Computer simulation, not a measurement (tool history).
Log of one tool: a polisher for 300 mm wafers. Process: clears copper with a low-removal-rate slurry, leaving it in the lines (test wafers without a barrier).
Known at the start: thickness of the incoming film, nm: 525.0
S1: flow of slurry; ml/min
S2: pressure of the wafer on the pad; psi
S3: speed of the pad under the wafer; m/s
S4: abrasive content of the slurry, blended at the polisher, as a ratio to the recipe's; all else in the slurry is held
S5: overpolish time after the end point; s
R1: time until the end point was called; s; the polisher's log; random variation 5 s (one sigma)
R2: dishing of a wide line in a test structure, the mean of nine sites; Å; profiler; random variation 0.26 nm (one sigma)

run,day,S1,S2,S3,S4,S5,R1,R2
1,0,165,2.2,1.38,1,26,145.14,565.91
2,0.242,165,2.2,1.38,1,36,142.45,701.85
3,0.404,165,2.1,1.3,1,32,161.39,611.06
4,0.625,155,2,1.28,0.95,29,175.75,512.6
5,0.812,155,2.5,1.28,0.95,29,144.52,627.68
6,0.858,160,2.3,1.22,0.9,26,156.43,527.2
7,0.979,120,1.7,0.84,0.85,13,318.06,152.49
8,1.004,120,1.7,0.84,0.85,14,332.14,168.74
9,1.333,120,1.7,0.84,0.85,15,322.77,178.61
10,1.433,115,1.3,0.82,0.85,19,438.43,171.21
11,1.771,120,1.3,0.82,0.85,19,430.28,169.74
12,1.962,125,1.3,0.82,0.85,19,434.34,169.98

The next listed run, before its measurement:
13,2.288,130,1.3,0.82,0.85,19,?,?

Run 13 gave R1 418.52 s, R2 171.16 Å.

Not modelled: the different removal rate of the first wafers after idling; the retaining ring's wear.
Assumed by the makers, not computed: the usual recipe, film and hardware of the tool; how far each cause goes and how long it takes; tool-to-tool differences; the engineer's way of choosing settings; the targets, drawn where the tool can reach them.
